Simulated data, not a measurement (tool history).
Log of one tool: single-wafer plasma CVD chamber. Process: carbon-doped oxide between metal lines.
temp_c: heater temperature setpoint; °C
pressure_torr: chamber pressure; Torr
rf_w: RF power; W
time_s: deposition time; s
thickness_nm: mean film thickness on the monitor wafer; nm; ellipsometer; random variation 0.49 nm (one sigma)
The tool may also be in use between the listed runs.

run 1 hour=0 | temp_c=350 pressure_torr=6.44 rf_w=460 time_s=20.9 | thickness_nm=106.23
run 2 hour=2.9 | temp_c=350 pressure_torr=6.44 rf_w=505 time_s=20.9 | thickness_nm=114.77
run 3 hour=9.8 | temp_c=352 pressure_torr=6.3 rf_w=465 time_s=20.7 | thickness_nm=106.35
run 4 hour=17.6 | temp_c=357 pressure_torr=6.3 rf_w=465 time_s=20.7 | thickness_nm=103.52
run 5 hour=19.8 | temp_c=360 pressure_torr=6.21 rf_w=440 time_s=20.6 | thickness_nm=95.504
run 6 hour=23.2 | temp_c=363 pressure_torr=6.1 rf_w=430 time_s=20.6 | thickness_nm=94.025

The next listed run, before its measurement:
run 7 hour=30.2 | temp_c=365 pressure_torr=6.05 rf_w=420 time_s=20.6 | thickness_nm=?

{"run 7": {"thickness_nm": 89.472}}
